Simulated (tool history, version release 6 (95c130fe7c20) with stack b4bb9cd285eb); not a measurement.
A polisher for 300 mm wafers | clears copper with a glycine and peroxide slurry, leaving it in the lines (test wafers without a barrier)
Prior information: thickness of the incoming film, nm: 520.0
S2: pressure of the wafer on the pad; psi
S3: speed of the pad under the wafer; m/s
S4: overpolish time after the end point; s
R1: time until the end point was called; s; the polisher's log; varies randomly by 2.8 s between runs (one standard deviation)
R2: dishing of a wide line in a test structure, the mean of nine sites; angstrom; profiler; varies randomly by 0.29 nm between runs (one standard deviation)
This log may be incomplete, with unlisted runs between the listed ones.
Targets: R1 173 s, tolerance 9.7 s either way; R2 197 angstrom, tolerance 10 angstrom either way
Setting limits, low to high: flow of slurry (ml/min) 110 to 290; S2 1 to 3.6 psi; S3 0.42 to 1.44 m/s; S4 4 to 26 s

{"run": 1, "day": 0.0, "flow of slurry (ml/min)": 185, "S2": 2.3, "S3": 0.92, "S4": 13, "R1": 141.67, "R2": 259.02}
{"run": 2, "day": 0.15, "flow of slurry (ml/min)": 185, "S2": 2.3, "S3": 0.92, "S4": 8, "R1": 141.09, "R2": 183.57}
{"run": 3, "day": 0.429, "flow of slurry (ml/min)": 185, "S2": 2.2, "S3": 0.92, "S4": 9, "R1": 141.19, "R2": 192.83}
{"run": 4, "day": 0.638, "flow of slurry (ml/min)": 185, "S2": 2.2, "S3": 1.06, "S4": 9, "R1": 129.99, "R2": 213.52}
{"run": 5, "day": 0.938, "flow of slurry (ml/min)": 185, "S2": 2.5, "S3": 1.06, "S4": 9, "R1": 111.79, "R2": 228.42}
{"run": 6, "day": 1.117, "flow of slurry (ml/min)": 185, "S2": 3, "S3": 1.06, "S4": 9, "R1": 99.938, "R2": 258.67}
{"run": 7, "day": 1.483, "flow of slurry (ml/min)": 185, "S2": 2.6, "S3": 1.04, "S4": 10, "R1": 113.55, "R2": 242.9}
{"run": 8, "day": 1.654, "flow of slurry (ml/min)": 180, "S2": 2, "S3": 0.92, "S4": 13, "R1": 151.04, "R2": 241.73}
{"run": 9, "day": 1.912, "flow of slurry (ml/min)": 180, "S2": 1.9, "S3": 0.92, "S4": 13, "R1": 160.47, "R2": 232.14}
{"run": 10, "day": 1.962, "flow of slurry (ml/min)": 180, "S2": 1.8, "S3": 0.92, "S4": 13, "R1": 166.53, "R2": 227.53}
{"run": 11, "day": 2.338, "flow of slurry (ml/min)": 180, "S2": 1.8, "S3": 0.92, "S4": 12, "R1": 160.81, "R2": 220.07}
{"run": 12, "day": 2.533, "flow of slurry (ml/min)": 180, "S2": 1.7, "S3": 0.92, "S4": 12, "R1": 166.55, "R2": 211.83}

Below are 5 possible settings for the next run. Only one of them brings all results inside the allowed miss of their targets. Which is it?
{"run": "A", "day": 2.729, "flow of slurry (ml/min)": 160, "S2": 1.8, "S3": 0.86, "S4": 16, "R1": "?", "R2": "?"}
{"run": "B", "day": 2.729, "flow of slurry (ml/min)": 140, "S2": 2, "S3": 0.82, "S4": 11, "R1": "?", "R2": "?"}
{"run": "C", "day": 2.729, "flow of slurry (ml/min)": 125, "S2": 1.8, "S3": 0.98, "S4": 9, "R1": "?", "R2": "?"}
{"run": "D", "day": 2.729, "flow of slurry (ml/min)": 195, "S2": 1.6, "S3": 0.74, "S4": 15, "R1": "?", "R2": "?"}
{"run": "E", "day": 2.729, "flow of slurry (ml/min)": 175, "S2": 1.6, "S3": 0.96, "S4": 16, "R1": "?", "R2": "?"}

move=A R1=180.72 R2=256
move=B R1=178.22 R2=196.99
move=C R1=173.06 R2=171.06
move=D R1=210.45 R2=221.85
move=E R1=178.59 R2=256.61
A: further off than the last run
B: all results in spec
C: takes the result that was furthest off past its target
D: further off than the last run
E: further off than the last run
The move that meets every target is B.

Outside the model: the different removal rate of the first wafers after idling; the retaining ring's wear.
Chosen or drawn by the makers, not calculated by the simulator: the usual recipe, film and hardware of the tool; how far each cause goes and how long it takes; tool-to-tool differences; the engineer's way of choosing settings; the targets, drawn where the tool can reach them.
